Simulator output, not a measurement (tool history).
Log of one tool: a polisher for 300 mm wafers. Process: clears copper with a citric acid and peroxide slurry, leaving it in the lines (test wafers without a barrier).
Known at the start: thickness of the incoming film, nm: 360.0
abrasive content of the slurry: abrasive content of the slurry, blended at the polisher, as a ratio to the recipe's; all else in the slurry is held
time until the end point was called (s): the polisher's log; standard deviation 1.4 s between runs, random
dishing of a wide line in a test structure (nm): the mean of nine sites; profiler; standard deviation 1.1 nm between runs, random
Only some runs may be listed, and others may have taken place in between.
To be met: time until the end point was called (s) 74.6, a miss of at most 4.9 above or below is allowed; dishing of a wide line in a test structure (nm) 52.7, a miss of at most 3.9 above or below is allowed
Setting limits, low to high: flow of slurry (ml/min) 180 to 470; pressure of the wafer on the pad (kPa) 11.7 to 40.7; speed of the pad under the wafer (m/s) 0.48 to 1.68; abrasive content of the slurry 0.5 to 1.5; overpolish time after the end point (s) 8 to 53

| run | hour | flow of slurry (ml/min) | pressure of the wafer on the pad (kPa) | speed of the pad under the wafer (m/s) | abrasive content of the slurry | overpolish time after the end point (s) | time until the end point was called (s) | dishing of a wide line in a test structure (nm) |
|---|---|---|---|---|---|---|---|---|
| 1 | 0 | 300 | 26.2 | 1.08 | 1 | 27 | 101.99 | 58.054 |
| 2 | 3.7 | 300 | 21.4 | 1.08 | 1 | 27 | 113.82 | 50.227 |
| 3 | 5.7 | 300 | 22.8 | 1.1 | 1 | 25 | 109.25 | 49.026 |
| 4 | 8.8 | 300 | 24.1 | 1.12 | 1 | 24 | 104.04 | 49.263 |
| 5 | 14.3 | 300 | 24.1 | 1.12 | 0.9 | 24 | 102.47 | 48.502 |
| 6 | 18 | 300 | 24.1 | 1.12 | 0.9 | 33 | 105.89 | 57.528 |
| 7 | 18.9 | 300 | 24.8 | 1.14 | 0.9 | 31 | 100.71 | 60.147 |
| 8 | 25.2 | 300 | 25.5 | 1.16 | 0.9 | 29 | 97.158 | 59.903 |
| 9 | 28.6 | 300 | 26.2 | 1.18 | 0.9 | 26 | 92.998 | 56.482 |
| 10 | 32.6 | 300 | 26.9 | 1.2 | 0.9 | 24 | 87.044 | 54.328 |

Which single option among these 5 for the next run brings every result within its allowed miss of target? Just one does.
| A | 36.6 | 355 | 27.6 | 1.44 | 0.7 | 19 | ? | ? |
| B | 36.6 | 245 | 24.1 | 1.12 | 1.05 | 29 | ? | ? |
| C | 36.6 | 305 | 24.1 | 1.2 | 0.75 | 24 | ? | ? |
| D | 36.6 | 265 | 23.4 | 1.16 | 0.9 | 25 | ? | ? |
| E | 36.6 | 325 | 30.3 | 0.96 | 0.7 | 28 | ? | ? |

| move | time until the end point was called (s) | dishing of a wide line in a test structure (nm) |
|---|---|---|
| A | 75.166 | 51.904 |
| B | 103.46 | 54.95 |
| C | 100.86 | 49.802 |
| D | 104.73 | 49.858 |
| E | 103.21 | 54.46 |
A: in spec on every target
B: its largest miss is bigger than the last run's
C: its largest miss is bigger than the last run's
D: its largest miss is bigger than the last run's
E: its largest miss is bigger than the last run's
So the answer is move A, the one that meets all the targets.
